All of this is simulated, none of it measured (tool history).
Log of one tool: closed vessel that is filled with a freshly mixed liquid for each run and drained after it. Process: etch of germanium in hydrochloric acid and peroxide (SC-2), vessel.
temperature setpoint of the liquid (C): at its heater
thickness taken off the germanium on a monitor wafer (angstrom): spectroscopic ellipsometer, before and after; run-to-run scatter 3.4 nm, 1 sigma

| run | hour | temperature setpoint of the liquid (C) | parts of water to one part each of 37 % hydrochloric acid and 30 % peroxide (parts by volume) | time in the liquid (s) | thickness taken off the germanium on a monitor wafer (angstrom) |
|---|---|---|---|---|---|
| 1 | 0 | 52 | 10.5 | 105 | 3345.7 |
| 2 | 3.2 | 52 | 12.5 | 105 | 3257.5 |
| 3 | 4.4 | 52 | 14 | 105 | 3195.3 |
| 4 | 7.4 | 52 | 12.5 | 105 | 3267.9 |
| 5 | 16.1 | 52 | 13.5 | 105 | 3254.7 |
| 6 | 17.6 | 52 | 13.5 | 105 | 3293.7 |
| 7 | 19.2 | 54 | 13.5 | 105 | 3439.1 |
| 8 | 22.7 | 56 | 13.5 | 105 | 3618 |

Run 9, settings as shown, results not yet in. Your forecast:
| 9 | 24.3 | 57.5 | 13.5 | 105 | ? |

Logged for run 9: thickness taken off the germanium on a monitor wafer (angstrom) 3833.1.

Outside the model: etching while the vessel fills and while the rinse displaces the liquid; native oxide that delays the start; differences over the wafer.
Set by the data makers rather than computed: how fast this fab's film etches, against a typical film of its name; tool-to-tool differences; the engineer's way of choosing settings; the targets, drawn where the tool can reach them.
